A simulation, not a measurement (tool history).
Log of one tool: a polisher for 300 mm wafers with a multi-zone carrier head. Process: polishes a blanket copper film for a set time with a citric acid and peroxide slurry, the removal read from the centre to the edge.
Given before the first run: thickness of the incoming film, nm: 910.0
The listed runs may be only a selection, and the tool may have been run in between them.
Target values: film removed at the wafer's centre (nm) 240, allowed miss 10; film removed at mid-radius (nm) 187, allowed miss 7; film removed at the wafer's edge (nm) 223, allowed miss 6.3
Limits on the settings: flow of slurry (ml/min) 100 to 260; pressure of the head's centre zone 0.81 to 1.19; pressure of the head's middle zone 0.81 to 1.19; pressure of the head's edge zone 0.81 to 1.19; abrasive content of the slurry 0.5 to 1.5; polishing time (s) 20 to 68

run,hour,flow of slurry (ml/min),pressure of the head's centre zone,pressure of the head's middle zone,pressure of the head's edge zone,abrasive content of the slurry,polishing time (s),film removed at the wafer's centre (nm),film removed at mid-radius (nm),film removed at the wafer's edge (nm)
1,0,165,1,1,1,1,44,140.35,138.92,139.22
2,1.8,175,1.04,0.97,1.05,1.15,47,169.46,151.53,156.5
3,8.1,175,1.04,1.05,1.05,1.15,47,167.85,162.82,155.41
4,13,180,1.04,0.99,1.09,1.25,50,179.01,167.45,171.47
5,21.2,180,1.04,0.99,1.09,1.45,50,186.98,167.9,174.47
6,25.1,180,0.99,0.99,1.09,1.45,50,172.55,169.92,174.2
7,26.9,185,1.02,0.95,1.12,1.45,52,185.39,170.92,184.8
8,30.6,190,1.05,0.93,1.14,1.45,54,197.36,176.62,193.74
9,31.1,195,1.08,0.9,1.15,1.45,56,211.85,178.35,203.48
10,35.8,200,1.1,0.89,1.16,1.45,57,226.38,181.37,209.51
11,39.9,205,1.1,0.88,1.17,1.45,57,218.58,181.2,212.56
12,41.4,210,1.12,0.88,1.18,1.45,57,234.09,179.26,214.6
13,45.2,215,1.11,0.88,1.18,1.45,57,227.25,183.9,214.29
14,51,220,1.12,0.87,1.18,1.45,57,231.78,180.67,211.61
15,54.1,215,1.12,0.87,1.18,1.45,58,236.31,182.38,216.46

Which single option among these 4 for the next run brings every result within its allowed miss of target? Just one does.
A,57.2,220,1.11,0.85,1.17,1.4,60,?,?,?
B,57.2,230,1.11,0.91,1.15,1.4,56,?,?,?
C,57.2,250,1.11,0.85,1.11,1.35,57,?,?,?
D,57.2,225,1.09,0.92,1.09,1.3,58,?,?,?

move,film removed at the wafer's centre (nm),film removed at mid-radius (nm),film removed at the wafer's edge (nm)
A,237.57,186.14,223.01
B,223.01,183.02,206.9
C,227.82,178.25,207.11
D,223.58,188.38,205.7
A: in spec on every target
B: further off than the last run
C: further off than the last run
D: further off than the last run
Go with A: it meets all targets.
